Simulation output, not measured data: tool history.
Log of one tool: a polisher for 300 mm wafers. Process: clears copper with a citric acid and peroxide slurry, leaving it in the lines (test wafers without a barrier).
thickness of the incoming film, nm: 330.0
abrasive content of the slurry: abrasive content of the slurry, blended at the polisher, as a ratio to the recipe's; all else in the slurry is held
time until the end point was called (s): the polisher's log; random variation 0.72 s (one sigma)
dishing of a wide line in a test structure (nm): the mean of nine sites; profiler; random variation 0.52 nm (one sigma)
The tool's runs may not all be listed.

run,hour,flow of slurry (ml/min),pressure of the wafer on the pad (kPa),speed of the pad under the wafer (m/s),abrasive content of the slurry,overpolish time after the end point (s),time until the end point was called (s),dishing of a wide line in a test structure (nm)
1,0,235,18.6,1.08,1,21,122.07,31.896
2,8.1,235,18.6,1.08,1,16,119.13,25.541
3,11.8,235,20.7,1.08,1,14,108.48,26.901
4,16.4,235,20.7,0.86,1,14,130.23,22.056
5,25.1,250,22.8,0.88,1.1,12,114.66,22
6,27.7,255,24.1,0.92,1.1,10,103.73,19.62
7,34.9,255,25.5,0.96,1.1,10,94.856,21.9
8,37.1,255,26.2,0.98,1.1,10,91.871,22.659
9,37.8,265,28.3,1.1,1.1,7,76.488,19.795

The next listed run, before its measurement:
10,40.6,260,28.3,1.12,1.1,8,?,?

{"run 10": {"time until the end point was called (s)": 75.788, "dishing of a wide line in a test structure (nm)": 22.05}}
